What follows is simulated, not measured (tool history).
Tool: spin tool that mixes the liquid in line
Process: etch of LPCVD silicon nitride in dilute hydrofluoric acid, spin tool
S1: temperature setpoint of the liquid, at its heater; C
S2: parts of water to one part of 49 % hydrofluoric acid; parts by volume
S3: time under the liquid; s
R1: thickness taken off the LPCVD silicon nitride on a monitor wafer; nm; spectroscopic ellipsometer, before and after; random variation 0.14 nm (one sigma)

Run 1, day 0: S1 23 C, S2 70 parts by volume, S3 260 s. Result: R1 1.7201 nm.
Run 2, day 0.254: S1 19.5 C, S2 70 parts by volume, S3 260 s. Result: R1 1.4041 nm.
Run 3, day 0.3: S1 20.5 C, S2 65 parts by volume, S3 260 s. Result: R1 1.4558 nm.
Run 4, day 0.346: S1 22 C, S2 60 parts by volume, S3 260 s. Result: R1 1.9355 nm.
Run 5, day 0.521: S1 22 C, S2 80 parts by volume, S3 260 s. Result: R1 1.4015 nm.
Run 6, day 0.692: S1 19 C, S2 80 parts by volume, S3 260 s. Result: R1 1.1284 nm.
Run 7, day 1.029: S1 20 C, S2 75 parts by volume, S3 260 s. Result: R1 1.295 nm.

The next listed run, before its measurement:
Run 8, day 1.088: S1 21 C, S2 70 parts by volume, S3 260 s. Result: R1 ?.

Run 8 gave R1 1.4613 nm.
